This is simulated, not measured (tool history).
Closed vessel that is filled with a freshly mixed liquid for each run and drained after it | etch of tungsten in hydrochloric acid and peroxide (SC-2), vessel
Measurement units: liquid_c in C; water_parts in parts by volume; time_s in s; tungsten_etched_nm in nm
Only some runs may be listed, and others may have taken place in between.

Run 1, hour 0: liquid_c 49 C, water_parts 7.5 parts by volume, time_s 35 s. Result: tungsten_etched_nm 5.9179 nm.
Run 2, hour 8.4: liquid_c 49 C, water_parts 7.5 parts by volume, time_s 30 s. Result: tungsten_etched_nm 5.0944 nm.
Run 3, hour 13.3: liquid_c 49 C, water_parts 7.5 parts by volume, time_s 35 s. Result: tungsten_etched_nm 5.8886 nm.
Run 4, hour 15.4: liquid_c 49 C, water_parts 5 parts by volume, time_s 35 s. Result: tungsten_etched_nm 8.1162 nm.
Run 5, hour 17.7: liquid_c 52 C, water_parts 5 parts by volume, time_s 35 s. Result: tungsten_etched_nm 9.8796 nm.
Run 6, hour 20.1: liquid_c 52 C, water_parts 5 parts by volume, time_s 30 s. Result: tungsten_etched_nm 8.4569 nm.
Run 7, hour 28.5: liquid_c 53 C, water_parts 5 parts by volume, time_s 30 s. Result: tungsten_etched_nm 9.1053 nm.
Run 8, hour 30: liquid_c 54 C, water_parts 5 parts by volume, time_s 30 s. Result: tungsten_etched_nm 9.6128 nm.
Run 9, hour 38.4: liquid_c 54.5 C, water_parts 5 parts by volume, time_s 30 s. Result: tungsten_etched_nm 9.9541 nm.

The next listed run, before its measurement:
Run 10, hour 46.1: liquid_c 55 C, water_parts 5 parts by volume, time_s 30 s. Result: tungsten_etched_nm ?.

tungsten_etched_nm: 10.157 nm
